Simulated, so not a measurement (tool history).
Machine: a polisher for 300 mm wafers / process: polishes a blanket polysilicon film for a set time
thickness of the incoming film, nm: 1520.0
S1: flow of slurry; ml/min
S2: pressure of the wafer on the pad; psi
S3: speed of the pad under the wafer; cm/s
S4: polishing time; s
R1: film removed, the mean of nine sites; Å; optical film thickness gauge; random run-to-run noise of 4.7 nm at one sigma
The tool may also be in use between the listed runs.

| run | hour | S1 | S2 | S3 | S4 | R1 |
|---|---|---|---|---|---|---|
| 1 | 0 | 270 | 3.4 | 106 | 26 | 2885.7 |
| 2 | 8.5 | 270 | 3.4 | 132 | 26 | 3483.8 |
| 3 | 16.5 | 270 | 2.7 | 132 | 26 | 2771.5 |
| 4 | 22.4 | 270 | 2.1 | 132 | 26 | 2181.8 |
| 5 | 24.3 | 270 | 2.9 | 132 | 26 | 2980.1 |
| 6 | 29.3 | 270 | 3.4 | 132 | 26 | 3493.5 |
| 7 | 36 | 270 | 3.8 | 132 | 26 | 3821.9 |

Run 8, settings as shown, results not yet in. Your forecast:
| 8 | 42 | 270 | 4.1 | 132 | 26 | ? |

R1: 4155.2 Å

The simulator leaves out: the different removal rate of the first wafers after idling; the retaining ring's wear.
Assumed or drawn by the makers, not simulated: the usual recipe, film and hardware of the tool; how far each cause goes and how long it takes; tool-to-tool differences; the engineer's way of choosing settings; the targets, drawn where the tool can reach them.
